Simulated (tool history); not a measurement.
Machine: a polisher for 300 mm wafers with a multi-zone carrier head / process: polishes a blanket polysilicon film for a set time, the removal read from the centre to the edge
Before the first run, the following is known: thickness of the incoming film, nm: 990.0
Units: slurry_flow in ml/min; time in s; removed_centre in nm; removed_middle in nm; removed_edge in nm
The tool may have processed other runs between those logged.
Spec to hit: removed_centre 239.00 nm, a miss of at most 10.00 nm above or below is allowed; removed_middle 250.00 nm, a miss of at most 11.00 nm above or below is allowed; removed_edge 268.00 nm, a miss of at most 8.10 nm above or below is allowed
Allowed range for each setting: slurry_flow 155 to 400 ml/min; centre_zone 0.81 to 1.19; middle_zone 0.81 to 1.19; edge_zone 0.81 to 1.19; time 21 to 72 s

run 1 hour=0.0 | slurry_flow=255 centre_zone=1.00 middle_zone=1.00 edge_zone=1.00 time=46 | removed_centre=212.59 removed_middle=211.16 removed_edge=211.91
run 2 hour=4.6 | slurry_flow=255 centre_zone=1.00 middle_zone=0.94 edge_zone=1.00 time=46 | removed_centre=208.01 removed_middle=203.63 removed_edge=209.01
run 3 hour=13.1 | slurry_flow=255 centre_zone=1.00 middle_zone=0.98 edge_zone=1.00 time=46 | removed_centre=208.52 removed_middle=210.45 removed_edge=210.16
run 4 hour=15.8 | slurry_flow=255 centre_zone=0.92 middle_zone=0.98 edge_zone=1.00 time=46 | removed_centre=195.11 removed_middle=210.86 removed_edge=209.21
run 5 hour=23.7 | slurry_flow=255 centre_zone=0.93 middle_zone=0.98 edge_zone=1.02 time=47 | removed_centre=198.28 removed_middle=215.21 removed_edge=212.91
run 6 hour=29.8 | slurry_flow=310 centre_zone=0.93 middle_zone=0.98 edge_zone=1.02 time=47 | removed_centre=204.12 removed_middle=216.07 removed_edge=218.46
run 7 hour=34.6 | slurry_flow=315 centre_zone=0.93 middle_zone=0.98 edge_zone=1.04 time=48 | removed_centre=207.94 removed_middle=222.83 removed_edge=224.85
run 8 hour=36.6 | slurry_flow=320 centre_zone=0.93 middle_zone=0.97 edge_zone=1.06 time=49 | removed_centre=212.50 removed_middle=228.21 removed_edge=230.51
run 9 hour=43.4 | slurry_flow=325 centre_zone=0.93 middle_zone=0.96 edge_zone=1.08 time=50 | removed_centre=220.54 removed_middle=228.59 removed_edge=242.67
run 10 hour=45.6 | slurry_flow=325 centre_zone=0.93 middle_zone=0.97 edge_zone=1.09 time=50 | removed_centre=212.51 removed_middle=231.41 removed_edge=240.44
run 11 hour=47.1 | slurry_flow=325 centre_zone=0.94 middle_zone=0.97 edge_zone=1.10 time=51 | removed_centre=221.93 removed_middle=237.10 removed_edge=243.34
run 12 hour=52.7 | slurry_flow=330 centre_zone=0.94 middle_zone=0.96 edge_zone=1.11 time=52 | removed_centre=231.83 removed_middle=233.99 removed_edge=256.57
run 13 hour=61.0 | slurry_flow=330 centre_zone=0.94 middle_zone=0.97 edge_zone=1.11 time=52 | removed_centre=223.10 removed_middle=239.59 removed_edge=252.04
run 14 hour=66.5 | slurry_flow=335 centre_zone=0.96 middle_zone=0.97 edge_zone=1.12 time=53 | removed_centre=240.31 removed_middle=244.58 removed_edge=259.49

Which of these 4 next moves meets every target?
run A hour=72.0 | slurry_flow=320 centre_zone=0.93 middle_zone=0.96 edge_zone=1.14 time=55 | removed_centre=? removed_middle=? removed_edge=?
run B hour=72.0 | slurry_flow=395 centre_zone=0.90 middle_zone=0.88 edge_zone=1.18 time=57 | removed_centre=? removed_middle=? removed_edge=?
run C hour=72.0 | slurry_flow=370 centre_zone=0.99 middle_zone=1.05 edge_zone=1.04 time=54 | removed_centre=? removed_middle=? removed_edge=?
run D hour=72.0 | slurry_flow=290 centre_zone=0.94 middle_zone=0.95 edge_zone=1.05 time=53 | removed_centre=? removed_middle=? removed_edge=?

move=A removed_centre=240.56 removed_middle=252.06 removed_edge=267.37
move=B removed_centre=245.41 removed_middle=246.94 removed_edge=284.99
move=C removed_centre=254.91 removed_middle=269.94 removed_edge=254.75
move=D removed_centre=232.12 removed_middle=238.75 removed_edge=247.52
A: all results land within tolerance of their targets
B: takes the result that was furthest off past its target
C: further off than the last run
D: further off than the last run
Answer: A

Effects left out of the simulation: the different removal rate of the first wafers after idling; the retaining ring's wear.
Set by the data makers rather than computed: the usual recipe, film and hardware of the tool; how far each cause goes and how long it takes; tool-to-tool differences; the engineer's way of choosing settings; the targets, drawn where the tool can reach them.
